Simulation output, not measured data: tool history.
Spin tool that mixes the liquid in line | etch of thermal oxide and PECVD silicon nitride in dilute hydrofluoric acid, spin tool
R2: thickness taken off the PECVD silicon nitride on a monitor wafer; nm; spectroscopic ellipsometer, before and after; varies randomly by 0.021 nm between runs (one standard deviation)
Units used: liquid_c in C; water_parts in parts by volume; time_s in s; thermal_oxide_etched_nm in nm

{"run": 1, "day": 0.0, "liquid_c": 22, "water_parts": 150, "time_s": 180, "thermal_oxide_etched_nm": 4.8357, "R2": 4.5309}
{"run": 2, "day": 0.046, "liquid_c": 23, "water_parts": 165, "time_s": 185, "thermal_oxide_etched_nm": 4.6345, "R2": 4.5287}
{"run": 3, "day": 0.267, "liquid_c": 20.5, "water_parts": 165, "time_s": 185, "thermal_oxide_etched_nm": 4.1956, "R2": 3.8544}
{"run": 4, "day": 0.517, "liquid_c": 20.5, "water_parts": 165, "time_s": 130, "thermal_oxide_etched_nm": 2.9867, "R2": 2.7076}
{"run": 5, "day": 0.75, "liquid_c": 20.5, "water_parts": 165, "time_s": 55, "thermal_oxide_etched_nm": 1.2547, "R2": 1.1529}
{"run": 6, "day": 0.842, "liquid_c": 20.5, "water_parts": 140, "time_s": 55, "thermal_oxide_etched_nm": 1.5083, "R2": 1.3343}

Run 7 is up next; what results do you expect?
{"run": 7, "day": 1.0, "liquid_c": 24.5, "water_parts": 95, "time_s": 115, "thermal_oxide_etched_nm": "?", "R2": "?"}

thermal_oxide_etched_nm: 5.7539 nm
R2: 5.3732 nm

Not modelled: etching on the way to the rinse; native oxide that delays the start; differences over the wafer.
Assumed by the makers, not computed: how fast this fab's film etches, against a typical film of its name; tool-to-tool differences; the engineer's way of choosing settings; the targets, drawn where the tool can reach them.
